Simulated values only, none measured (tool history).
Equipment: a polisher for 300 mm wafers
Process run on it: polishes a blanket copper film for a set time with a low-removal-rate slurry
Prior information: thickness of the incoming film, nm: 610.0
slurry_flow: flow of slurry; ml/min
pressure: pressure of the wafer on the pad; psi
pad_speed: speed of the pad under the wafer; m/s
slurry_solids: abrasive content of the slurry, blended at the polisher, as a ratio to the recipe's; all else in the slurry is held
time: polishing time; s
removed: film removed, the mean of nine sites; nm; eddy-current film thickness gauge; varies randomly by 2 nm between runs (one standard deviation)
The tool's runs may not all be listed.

run,day,slurry_flow,pressure,pad_speed,slurry_solids,time,removed
1,0,245,2.6,1.2,1,43,158.57
2,0.354,245,2.1,1.2,1,43,133.05
3,0.671,245,2.1,1.2,1,43,133.18
4,0.858,245,2.1,1.2,0.85,43,126.89
5,1.054,245,2.4,1.2,0.85,43,141.99
6,1.325,245,2.7,1.2,0.85,43,157.61
7,1.692,245,2.9,1.2,0.85,43,162.44
8,1.908,245,3.1,1.2,0.85,43,173.65
9,2.162,245,3.3,1.2,0.85,43,183.07
10,2.308,245,3.4,1.2,0.85,43,186
11,2.633,245,3.4,1.2,0.85,43,186.96
12,2.662,245,3.5,1.2,0.85,43,194.42
13,2.95,245,3.6,1.2,0.85,43,198.4

Run 14 has not been measured yet. What should we expect?
14,3.079,245,3.7,1.2,0.85,43,?

{"run 14": {"removed": 205.36}}

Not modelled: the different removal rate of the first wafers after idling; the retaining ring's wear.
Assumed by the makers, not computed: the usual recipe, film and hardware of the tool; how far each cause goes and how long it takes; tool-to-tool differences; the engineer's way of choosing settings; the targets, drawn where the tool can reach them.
